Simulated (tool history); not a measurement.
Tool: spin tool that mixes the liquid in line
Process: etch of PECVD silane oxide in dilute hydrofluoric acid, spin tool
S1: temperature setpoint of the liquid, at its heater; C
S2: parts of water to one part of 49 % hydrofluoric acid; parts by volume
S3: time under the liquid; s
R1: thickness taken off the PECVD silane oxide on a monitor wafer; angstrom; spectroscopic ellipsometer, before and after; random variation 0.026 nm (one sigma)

run 1 hour=0.0 | S1=21.0 S2=85 S3=25 | R1=60.517
run 2 hour=4.5 | S1=21.0 S2=100 S3=25 | R1=49.976
run 3 hour=7.4 | S1=23.5 S2=100 S3=25 | R1=55.806
run 4 hour=8.4 | S1=23.5 S2=85 S3=25 | R1=67.321
run 5 hour=11.7 | S1=21.0 S2=85 S3=25 | R1=59.999
run 6 hour=17.3 | S1=24.5 S2=85 S3=25 | R1=69.473
run 7 hour=25.3 | S1=22.5 S2=95 S3=25 | R1=56.472

The next listed run, before its measurement:
run 8 hour=27.3 | S1=18.5 S2=125 S3=25 | R1=?

{"run 8": {"R1": 35.5}}
